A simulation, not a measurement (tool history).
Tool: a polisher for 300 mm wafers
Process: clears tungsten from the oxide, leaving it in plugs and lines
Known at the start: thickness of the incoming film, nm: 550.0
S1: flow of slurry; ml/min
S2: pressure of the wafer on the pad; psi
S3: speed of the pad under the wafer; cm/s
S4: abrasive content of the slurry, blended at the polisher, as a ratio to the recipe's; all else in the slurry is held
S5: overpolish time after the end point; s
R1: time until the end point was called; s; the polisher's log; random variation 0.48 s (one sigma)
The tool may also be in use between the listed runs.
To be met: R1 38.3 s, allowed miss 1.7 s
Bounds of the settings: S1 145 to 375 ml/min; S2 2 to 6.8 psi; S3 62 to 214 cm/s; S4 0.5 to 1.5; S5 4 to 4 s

run	hour	S1	S2	S3	S4	S5	R1
1	0	240	4.4	138	1	4	67.171
2	7.5	240	3.7	138	1	4	78.04
3	16.4	240	4.7	140	1	4	62.519
4	17.8	240	5.4	144	1	4	54.645
5	23.4	240	5.9	150	1	4	47.239
6	29.2	240	5.9	128	1	4	53.992
7	31.8	240	6.2	136	1	4	48.994
8	37.3	240	6.4	142	1	4	46.537
9	43.7	240	6.5	148	1	4	43.581
10	44.4	240	6.6	152	1	4	42.605

Which of these 4 next moves meets every target?
A	45.1	260	6.8	138	0.9	4	?
B	45.1	240	6.5	148	0.8	4	?
C	45.1	260	6.5	152	1.15	4	?
D	45.1	315	6.6	168	0.95	4	?

move	R1
A	46.698
B	47.294
C	41.506
D	38.461
A: further off than the last run
B: further off than the last run
C: nearer than the last run, and not there yet
D: meets every target
Move D is the one to make.
